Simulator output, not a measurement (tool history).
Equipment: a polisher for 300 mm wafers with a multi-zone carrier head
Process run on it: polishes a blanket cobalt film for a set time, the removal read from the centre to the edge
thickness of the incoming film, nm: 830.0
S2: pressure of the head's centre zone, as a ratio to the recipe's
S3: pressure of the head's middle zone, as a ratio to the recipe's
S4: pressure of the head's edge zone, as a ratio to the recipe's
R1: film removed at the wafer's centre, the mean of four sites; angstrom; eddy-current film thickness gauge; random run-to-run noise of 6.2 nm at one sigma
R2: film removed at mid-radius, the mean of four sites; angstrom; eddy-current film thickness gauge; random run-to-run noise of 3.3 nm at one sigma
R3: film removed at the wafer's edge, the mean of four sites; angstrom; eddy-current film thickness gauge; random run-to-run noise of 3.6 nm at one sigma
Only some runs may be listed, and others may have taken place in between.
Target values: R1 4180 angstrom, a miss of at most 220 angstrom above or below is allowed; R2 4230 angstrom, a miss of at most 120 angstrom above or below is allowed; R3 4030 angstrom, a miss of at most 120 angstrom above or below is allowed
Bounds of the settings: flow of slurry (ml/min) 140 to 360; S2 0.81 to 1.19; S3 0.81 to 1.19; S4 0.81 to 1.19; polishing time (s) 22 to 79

Run 1, hour 0: flow of slurry (ml/min) 230, S2 1, S3 1, S4 1, polishing time (s) 50. Result: R1 3593.5 angstrom, R2 3482.8 angstrom, R3 3447.4 angstrom.
Run 2, hour 5.2: flow of slurry (ml/min) 285, S2 1, S3 1, S4 1, polishing time (s) 50. Result: R1 3684.5 angstrom, R2 3576 angstrom, R3 3485.5 angstrom.
Run 3, hour 13.7: flow of slurry (ml/min) 285, S2 1, S3 1, S4 1, polishing time (s) 38. Result: R1 2809.5 angstrom, R2 2716.3 angstrom, R3 2710.3 angstrom.
Run 4, hour 20: flow of slurry (ml/min) 285, S2 1, S3 1, S4 1, polishing time (s) 46. Result: R1 3356.8 angstrom, R2 3232.1 angstrom, R3 3246.9 angstrom.
Run 5, hour 26.7: flow of slurry (ml/min) 285, S2 1, S3 1, S4 1, polishing time (s) 52. Result: R1 3760 angstrom, R2 3711.2 angstrom, R3 3682.5 angstrom.
Run 6, hour 35.5: flow of slurry (ml/min) 245, S2 1, S3 1, S4 1, polishing time (s) 52. Result: R1 3716.8 angstrom, R2 3624.6 angstrom, R3 3625.8 angstrom.
Run 7, hour 39.7: flow of slurry (ml/min) 250, S2 1.01, S3 1.03, S4 1.03, polishing time (s) 53. Result: R1 3804.9 angstrom, R2 3813.3 angstrom, R3 3717.3 angstrom.
Run 8, hour 43.6: flow of slurry (ml/min) 290, S2 1.05, S3 1.08, S4 1.11, polishing time (s) 56. Result: R1 4242.1 angstrom, R2 4241.8 angstrom, R3 4153.7 angstrom.

5 candidate next runs follow, results not yet known. Just one meets every target within its allowed miss. Identify it.
Run A, hour 47.5: flow of slurry (ml/min) 285, S2 1.03, S3 1.07, S4 1.12, polishing time (s) 57. Result: R1 ?, R2 ?, R3 ?.
Run B, hour 47.5: flow of slurry (ml/min) 325, S2 1.02, S3 1.07, S4 1.04, polishing time (s) 56. Result: R1 ?, R2 ?, R3 ?.
Run C, hour 47.5: flow of slurry (ml/min) 260, S2 1.06, S3 1.03, S4 1.19, polishing time (s) 57. Result: R1 ?, R2 ?, R3 ?.
Run D, hour 47.5: flow of slurry (ml/min) 315, S2 1.03, S3 1.08, S4 1.09, polishing time (s) 59. Result: R1 ?, R2 ?, R3 ?.
Run E, hour 47.5: flow of slurry (ml/min) 325, S2 1, S3 1.1, S4 1.16, polishing time (s) 56. Result: R1 ?, R2 ?, R3 ?.

move      R1      R2      R3
   A  4317.4  4292.4  4230.4
   B  4264.3  4273.9  4045.4
   C  4385.2  4111.1  4332.8
   D  4520.3  4524.8  4352.4
   E  4185.2  4375.8  4273.3
A: misses by more than the last run did
B: each result inside its tolerance
C: misses by more than the last run did
D: misses by more than the last run did
E: misses by more than the last run did
Correct choice: B, which meets every target

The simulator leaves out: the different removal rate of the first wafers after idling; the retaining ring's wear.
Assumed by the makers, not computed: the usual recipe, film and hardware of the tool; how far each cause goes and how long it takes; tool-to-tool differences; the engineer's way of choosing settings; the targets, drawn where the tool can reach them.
